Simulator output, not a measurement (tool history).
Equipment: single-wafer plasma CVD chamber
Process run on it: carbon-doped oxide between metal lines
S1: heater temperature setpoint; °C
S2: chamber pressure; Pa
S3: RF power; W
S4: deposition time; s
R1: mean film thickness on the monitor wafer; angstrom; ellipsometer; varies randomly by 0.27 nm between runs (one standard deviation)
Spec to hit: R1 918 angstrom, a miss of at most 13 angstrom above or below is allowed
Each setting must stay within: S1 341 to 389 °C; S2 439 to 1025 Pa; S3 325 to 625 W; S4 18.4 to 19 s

{"run": 1, "hour": 0.0, "S1": 365, "S2": 732, "S3": 475, "S4": 18.4, "R1": 982.9}
{"run": 2, "hour": 8.2, "S1": 369, "S2": 689, "S3": 470, "S4": 18.4, "R1": 956.78}
{"run": 3, "hour": 16.2, "S1": 369, "S2": 689, "S3": 420, "S4": 18.4, "R1": 842.67}
{"run": 4, "hour": 21.7, "S1": 369, "S2": 581, "S3": 420, "S4": 18.4, "R1": 828.12}
{"run": 5, "hour": 26.5, "S1": 362, "S2": 581, "S3": 420, "S4": 18.4, "R1": 846.29}
{"run": 6, "hour": 33.5, "S1": 362, "S2": 581, "S3": 420, "S4": 18.4, "R1": 841.72}
{"run": 7, "hour": 38.5, "S1": 358, "S2": 639, "S3": 425, "S4": 18.4, "R1": 871.66}
{"run": 8, "hour": 44.0, "S1": 355, "S2": 673, "S3": 425, "S4": 18.4, "R1": 882.95}
{"run": 9, "hour": 52.4, "S1": 353, "S2": 701, "S3": 425, "S4": 18.4, "R1": 891.54}

Which of these 5 next moves meets every target?
{"run": "A", "hour": 60.8, "S1": 351, "S2": 700, "S3": 435, "S4": 18.9, "R1": "?"}
{"run": "B", "hour": 60.8, "S1": 355, "S2": 700, "S3": 410, "S4": 18.9, "R1": "?"}
{"run": "C", "hour": 60.8, "S1": 350, "S2": 719, "S3": 425, "S4": 18.9, "R1": "?"}
{"run": "D", "hour": 60.8, "S1": 349, "S2": 687, "S3": 410, "S4": 18.4, "R1": "?"}
{"run": "E", "hour": 60.8, "S1": 358, "S2": 645, "S3": 430, "S4": 18.7, "R1": "?"}

move=A R1=944.92
move=B R1=871.95
move=C R1=924.21
move=D R1=859.75
move=E R1=899.69
A: carries the result that was furthest off beyond its target, to the other side
B: its largest miss is bigger than the last run's
C: every result lands within tolerance
D: its largest miss is bigger than the last run's
E: closes in on the targets versus the last run, not all within tolerance yet
Move C is the one to make.
